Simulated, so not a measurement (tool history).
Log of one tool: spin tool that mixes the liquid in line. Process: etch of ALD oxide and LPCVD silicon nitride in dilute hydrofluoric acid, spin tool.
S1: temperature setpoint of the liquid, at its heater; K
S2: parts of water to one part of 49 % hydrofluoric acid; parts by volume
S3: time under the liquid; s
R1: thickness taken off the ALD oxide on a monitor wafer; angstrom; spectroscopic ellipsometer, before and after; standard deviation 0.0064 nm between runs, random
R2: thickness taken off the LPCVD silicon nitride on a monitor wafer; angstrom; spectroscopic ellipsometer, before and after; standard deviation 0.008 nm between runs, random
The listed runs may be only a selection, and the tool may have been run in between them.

{"run": 1, "hour": 0.0, "S1": 293.15, "S2": 170, "S3": 60, "R1": 49.176, "R2": 2.0656}
{"run": 2, "hour": 3.4, "S1": 292.65, "S2": 200, "S3": 50, "R1": 33.181, "R2": 1.633}
{"run": 3, "hour": 9.8, "S1": 292.15, "S2": 225, "S3": 45, "R1": 25.363, "R2": 0.8985}
{"run": 4, "hour": 15.0, "S1": 291.65, "S2": 245, "S3": 40, "R1": 20.051, "R2": 0.87146}
{"run": 5, "hour": 24.0, "S1": 291.65, "S2": 245, "S3": 15, "R1": 7.543, "R2": 0.27113}
{"run": 6, "hour": 29.8, "S1": 293.65, "S2": 245, "S3": 15, "R1": 8.0895, "R2": 0.3643}
{"run": 7, "hour": 31.6, "S1": 293.65, "S2": 245, "S3": 15, "R1": 8.1552, "R2": 0.42404}

The next listed run, before its measurement:
{"run": 8, "hour": 38.8, "S1": 293.65, "S2": 245, "S3": 15, "R1": "?", "R2": "?"}

Run 8 produced R1 8.0843 angstrom, R2 0.39160 angstrom.
